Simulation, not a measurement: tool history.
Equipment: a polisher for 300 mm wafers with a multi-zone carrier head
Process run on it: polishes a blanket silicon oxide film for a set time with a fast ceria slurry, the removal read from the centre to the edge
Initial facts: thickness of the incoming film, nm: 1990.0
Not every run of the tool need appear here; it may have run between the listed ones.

run  hour  flow of slurry (ml/min)  pressure of the head's centre zone  pressure of the head's middle zone  pressure of the head's edge zone  polishing time (s)  film removed at the wafer's centre (angstrom)  film removed at mid-radius (angstrom)  film removed at the wafer's edge (angstrom)
  1   0.0                      210                                1.00                                1.00                              1.00                  36                                         5748.8                                 5847.8                                       6098.1
  2   8.9                      210                                1.00                                1.00                              0.92                  36                                         5916.1                                 5857.9                                       5821.6
  3  17.1                      205                                0.98                                0.99                              0.90                  34                                         5434.6                                 5543.2                                       5324.0
  4  20.4                      205                                0.98                                0.99                              0.90                  30                                         4743.0                                 4920.2                                       4714.5
  5  21.2                      205                                1.05                                0.99                              0.90                  30                                         5123.9                                 4821.4                                       4718.9
  6  23.7                      195                                1.03                                0.98                              0.90                  30                                         4942.5                                 4759.6                                       4675.2
  7  32.0                      185                                1.02                                0.97                              0.90                  30                                         4935.9                                 4737.0                                       4619.0
  8  33.4                      180                                1.00                                0.96                              0.90                  30                                         4665.2                                 4662.7                                       4689.3
  9  38.1                      175                                1.00                                0.95                              0.89                  30                                         4684.5                                 4533.0                                       4512.9
 10  39.1                      170                                0.99                                0.95                              0.89                  30                                         4591.2                                 4575.9                                       4668.5

For run 11, what comes out?
 11  41.2                      165                                0.98                                0.95                              0.88                  30                                              ?                                      ?                                            ?

film removed at the wafer's centre (angstrom): 4582.4
film removed at mid-radius (angstrom): 4539.3
film removed at the wafer's edge (angstrom): 4487.1
